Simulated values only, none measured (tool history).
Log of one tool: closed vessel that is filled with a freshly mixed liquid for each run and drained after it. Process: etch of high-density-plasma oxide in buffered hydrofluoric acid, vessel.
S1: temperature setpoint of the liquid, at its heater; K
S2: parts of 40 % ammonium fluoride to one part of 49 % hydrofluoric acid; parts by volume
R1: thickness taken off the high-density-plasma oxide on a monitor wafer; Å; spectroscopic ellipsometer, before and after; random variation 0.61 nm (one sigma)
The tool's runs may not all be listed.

{"run": 1, "day": 0.0, "S1": 295.15, "S2": 11.0, "time in the liquid (s)": 30, "R1": 325.99}
{"run": 2, "day": 0.283, "S1": 295.15, "S2": 9.5, "time in the liquid (s)": 30, "R1": 369.23}
{"run": 3, "day": 0.342, "S1": 293.65, "S2": 9.5, "time in the liquid (s)": 30, "R1": 339.44}
{"run": 4, "day": 0.6, "S1": 295.15, "S2": 9.0, "time in the liquid (s)": 30, "R1": 381.55}
{"run": 5, "day": 0.646, "S1": 295.15, "S2": 12.0, "time in the liquid (s)": 30, "R1": 299.92}
{"run": 6, "day": 0.979, "S1": 296.15, "S2": 11.0, "time in the liquid (s)": 30, "R1": 345.14}
{"run": 7, "day": 1.246, "S1": 297.15, "S2": 10.0, "time in the liquid (s)": 30, "R1": 400.12}
{"run": 8, "day": 1.617, "S1": 298.15, "S2": 9.0, "time in the liquid (s)": 30, "R1": 455.07}
{"run": 9, "day": 1.783, "S1": 299.15, "S2": 8.5, "time in the liquid (s)": 30, "R1": 509.1}
{"run": 10, "day": 1.888, "S1": 299.65, "S2": 8.0, "time in the liquid (s)": 30, "R1": 561.88}
{"run": 11, "day": 2.029, "S1": 300.15, "S2": 7.5, "time in the liquid (s)": 30, "R1": 617.01}
{"run": 12, "day": 2.104, "S1": 300.65, "S2": 7.0, "time in the liquid (s)": 30, "R1": 673.92}

Forecast run 13:
{"run": 13, "day": 2.133, "S1": 301.15, "S2": 7.0, "time in the liquid (s)": 30, "R1": "?"}

{"run 13": {"R1": 697.79}}

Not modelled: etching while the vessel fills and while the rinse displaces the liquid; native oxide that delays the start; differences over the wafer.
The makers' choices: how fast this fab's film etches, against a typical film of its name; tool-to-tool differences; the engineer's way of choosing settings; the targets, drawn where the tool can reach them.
